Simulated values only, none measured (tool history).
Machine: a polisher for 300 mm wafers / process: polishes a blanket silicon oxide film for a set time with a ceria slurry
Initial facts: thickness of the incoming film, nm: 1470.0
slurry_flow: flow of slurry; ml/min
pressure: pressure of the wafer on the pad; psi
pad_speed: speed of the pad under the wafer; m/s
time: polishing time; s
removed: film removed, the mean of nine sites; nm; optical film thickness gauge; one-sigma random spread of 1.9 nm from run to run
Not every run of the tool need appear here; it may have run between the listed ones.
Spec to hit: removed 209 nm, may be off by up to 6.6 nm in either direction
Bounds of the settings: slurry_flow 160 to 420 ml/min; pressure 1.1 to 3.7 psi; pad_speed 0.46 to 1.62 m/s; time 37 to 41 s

run	day	slurry_flow	pressure	pad_speed	time	removed
1	0	270	2.4	1.04	41	156.6
2	0.312	270	2.5	1.04	41	161.18
3	0.388	270	3	1.04	41	193.92
4	0.529	270	3	0.82	41	158.58
5	0.775	270	3.1	0.82	41	164.84
6	1.021	270	3.1	0.7	41	146.11
# day 1.246: slurry nozzle cleaned
7	1.246	270	3.2	0.72	41	159.88
8	1.458	270	3.3	0.74	41	167.76
9	1.483	270	3.4	0.74	41	173.26
10	1.596	270	3.5	0.76	41	178.3
11	1.671	270	3.5	0.78	41	182.38
12	1.804	270	3.5	0.8	41	186.7
13	1.992	275	3.6	0.82	41	196.94

Exactly one of the 5 candidate moves below puts every result within its allowed miss. Which one?
A	2.179	255	3.2	1	38	?
B	2.179	285	3.7	0.74	40	?
C	2.179	305	3.4	0.8	39	?
D	2.179	275	3.6	0.92	39	?
E	2.179	240	3.1	1.04	37	?

move	removed
A	189.39
B	183.34
C	175.66
D	205.43
E	183.47
A: moves away from the targets compared with the last run
B: moves away from the targets compared with the last run
C: moves away from the targets compared with the last run
D: each result inside its tolerance
E: moves away from the targets compared with the last run
The move that meets every target is D.

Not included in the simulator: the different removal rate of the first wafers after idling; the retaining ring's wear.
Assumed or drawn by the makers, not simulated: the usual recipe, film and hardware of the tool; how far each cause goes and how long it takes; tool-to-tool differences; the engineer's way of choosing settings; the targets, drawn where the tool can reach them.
